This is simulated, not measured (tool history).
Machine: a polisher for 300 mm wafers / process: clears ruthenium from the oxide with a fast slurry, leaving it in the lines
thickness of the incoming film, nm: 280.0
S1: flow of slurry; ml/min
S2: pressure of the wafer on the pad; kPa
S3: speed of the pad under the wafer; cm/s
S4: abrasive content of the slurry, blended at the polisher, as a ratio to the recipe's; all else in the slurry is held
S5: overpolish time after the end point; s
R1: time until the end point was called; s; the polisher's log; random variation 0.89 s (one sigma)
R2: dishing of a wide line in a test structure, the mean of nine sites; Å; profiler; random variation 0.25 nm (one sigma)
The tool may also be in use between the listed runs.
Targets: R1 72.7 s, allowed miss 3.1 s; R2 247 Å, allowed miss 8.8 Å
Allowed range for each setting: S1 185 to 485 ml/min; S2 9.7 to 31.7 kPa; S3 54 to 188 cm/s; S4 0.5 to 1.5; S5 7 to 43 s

run 1 hour=0 | S1=310 S2=20.7 S3=120 S4=1 S5=22 | R1=52.337 R2=921
run 2 hour=7.7 | S1=310 S2=19.3 S3=104 S4=1 S5=17 | R1=63.613 R2=624.94
run 3 hour=8.8 | S1=310 S2=19.3 S3=104 S4=1 S5=9 | R1=62.715 R2=360.64
run 4 hour=12.6 | S1=310 S2=16.5 S3=104 S4=1 S5=9 | R1=73.233 R2=309.69
run 5 hour=16.4 | S1=305 S2=15.2 S3=116 S4=0.95 S5=8 | R1=74.507 R2=274.86
run 6 hour=18.7 | S1=300 S2=15.2 S3=124 S4=0.9 S5=8 | R1=72.456 R2=276.05
run 7 hour=19.4 | S1=300 S2=15.2 S3=124 S4=0.9 S5=8 | R1=72.55 R2=274.24
run 8 hour=27.2 | S1=295 S2=15.2 S3=128 S4=0.85 S5=8 | R1=73.264 R2=280.84
run 9 hour=27.8 | S1=295 S2=14.5 S3=134 S4=0.85 S5=8 | R1=74.21 R2=276.01
run 10 hour=29.4 | S1=295 S2=13.8 S3=142 S4=0.85 S5=8 | R1=71.929 R2=277.01
run 11 hour=36.4 | S1=290 S2=13.1 S3=148 S4=0.85 S5=8 | R1=72.539 R2=280.25
run 12 hour=39.9 | S1=345 S2=12.4 S3=148 S4=0.8 S5=8 | R1=80.366 R2=260.29
run 13 hour=48.2 | S1=305 S2=12.4 S3=148 S4=0.8 S5=8 | R1=80.405 R2=253.69
run 14 hour=55.2 | S1=215 S2=15.2 S3=148 S4=0.8 S5=7 | R1=67.842 R2=257.04
run 15 hour=63.3 | S1=210 S2=13.8 S3=148 S4=0.8 S5=7 | R1=76.538 R2=238.04

Which single option among these 4 for the next run brings every result within its allowed miss of target? Just one does.
run A hour=71.4 | S1=220 S2=17.2 S3=138 S4=0.8 S5=7 | R1=? R2=?
run B hour=71.4 | S1=215 S2=13.8 S3=154 S4=0.7 S5=7 | R1=? R2=?
run C hour=71.4 | S1=195 S2=14.5 S3=126 S4=0.9 S5=7 | R1=? R2=?
run D hour=71.4 | S1=250 S2=17.2 S3=114 S4=0.85 S5=7 | R1=? R2=?

move=A R1=65.653 R2=270.51
move=B R1=82.444 R2=218.07
move=C R1=79.067 R2=226.91
move=D R1=74.136 R2=241.2
A: takes the biggest miss from the last run beyond its target
B: moves away from the targets compared with the last run
C: moves away from the targets compared with the last run
D: every result lands within tolerance
The move that meets every target is D.

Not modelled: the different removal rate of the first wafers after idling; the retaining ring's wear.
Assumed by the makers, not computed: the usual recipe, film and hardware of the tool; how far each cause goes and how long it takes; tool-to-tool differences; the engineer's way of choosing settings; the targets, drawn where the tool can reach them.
